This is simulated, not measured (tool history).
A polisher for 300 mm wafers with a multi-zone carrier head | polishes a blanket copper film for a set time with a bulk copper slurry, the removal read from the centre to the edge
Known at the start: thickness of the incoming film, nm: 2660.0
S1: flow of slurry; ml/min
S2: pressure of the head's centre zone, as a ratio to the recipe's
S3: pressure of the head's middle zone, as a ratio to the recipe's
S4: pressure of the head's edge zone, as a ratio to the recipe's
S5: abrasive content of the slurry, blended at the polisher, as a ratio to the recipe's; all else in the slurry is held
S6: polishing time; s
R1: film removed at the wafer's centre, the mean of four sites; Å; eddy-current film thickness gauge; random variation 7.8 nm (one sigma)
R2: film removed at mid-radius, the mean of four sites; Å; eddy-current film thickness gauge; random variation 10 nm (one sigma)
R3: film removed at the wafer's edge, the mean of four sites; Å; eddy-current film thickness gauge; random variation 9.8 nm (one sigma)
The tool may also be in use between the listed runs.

| run | hour | S1 | S2 | S3 | S4 | S5 | S6 | R1 | R2 | R3 |
|---|---|---|---|---|---|---|---|---|---|---|
| 1 | 0.0 | 130 | 1.00 | 1.00 | 1.00 | 1.00 | 75 | 10289.0 | 10495 | 10820 |
| 2 | 1.0 | 125 | 1.00 | 1.01 | 0.98 | 1.00 | 75 | 10338.0 | 10572 | 10364 |
| 3 | 6.3 | 120 | 0.99 | 1.01 | 0.98 | 1.00 | 75 | 10037.0 | 10681 | 10403 |
| 4 | 12.6 | 115 | 0.99 | 1.00 | 0.97 | 1.00 | 75 | 9811.8 | 10218 | 10386 |
| 5 | 16.9 | 140 | 0.99 | 1.00 | 0.97 | 1.00 | 75 | 10355.0 | 10684 | 10461 |
| 6 | 18.2 | 140 | 0.99 | 1.00 | 0.97 | 1.00 | 89 | 12335.0 | 12574 | 12565 |
| 7 | 21.5 | 140 | 0.97 | 0.99 | 0.94 | 0.90 | 88 | 11787.0 | 12150 | 12095 |
| 8 | 25.3 | 140 | 0.97 | 0.99 | 0.94 | 0.90 | 88 | 11785.0 | 12004 | 11936 |
| 9 | 26.1 | 135 | 0.95 | 0.99 | 0.92 | 0.85 | 87 | 11423.0 | 11861 | 11512 |
| 10 | 29.2 | 130 | 0.93 | 0.98 | 0.90 | 0.80 | 86 | 10957.0 | 11361 | 11244 |

Run 11 comes next. What will it give?
| 11 | 36.0 | 125 | 0.92 | 0.98 | 0.89 | 0.75 | 85 | ? | ? | ? |

{"run 11": {"R1": 10141.0, "R2": 11019, "R3": 10593}}
